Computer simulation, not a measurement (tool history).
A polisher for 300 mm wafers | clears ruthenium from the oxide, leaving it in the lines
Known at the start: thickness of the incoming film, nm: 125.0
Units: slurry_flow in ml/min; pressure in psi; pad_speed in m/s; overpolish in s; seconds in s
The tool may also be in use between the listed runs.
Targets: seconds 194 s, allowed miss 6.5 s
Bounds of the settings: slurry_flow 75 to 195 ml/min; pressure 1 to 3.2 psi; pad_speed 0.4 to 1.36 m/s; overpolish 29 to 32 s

run	hour	slurry_flow	pressure	pad_speed	overpolish	seconds
1	0	125	2.1	0.88	29	129.32
2	6.1	125	2.6	0.88	29	113.02
3	9.8	125	2.4	0.88	29	120.42
4	13.1	125	2.4	0.88	32	117.34
5	21.8	125	2.4	0.88	29	117.49
6	30.5	125	2.4	1.08	29	97.543
7	31.3	120	2.2	1.06	29	105.03
8	39	120	2.1	1.04	29	108.95
9	39.9	120	2	1	29	119.44
10	41.4	120	1.9	0.98	29	123.89
11	44.5	120	1.8	0.96	29	131.13
12	53.1	120	1.7	0.94	29	136.66
13	53.6	120	1.6	0.92	29	144.67
14	55.4	120	1.5	0.9	29	153.36
15	59.6	120	1.4	0.9	29	159.49
16	61.1	115	1.2	0.86	29	183.17
17	66.9	105	1.2	0.86	29	182.59

4 next moves are on the table. One of them brings every result within its allowed miss. Which?
A	72.7	95	1.3	0.86	29	?
B	72.7	140	1.2	0.9	29	?
C	72.7	145	1.1	0.8	32	?
D	72.7	95	1.1	0.92	31	?

move	seconds
A	178.73
B	167.77
C	194.63
D	180.8
A: further off than the last run
B: further off than the last run
C: meets every target
D: further off than the last run
The right move is C.
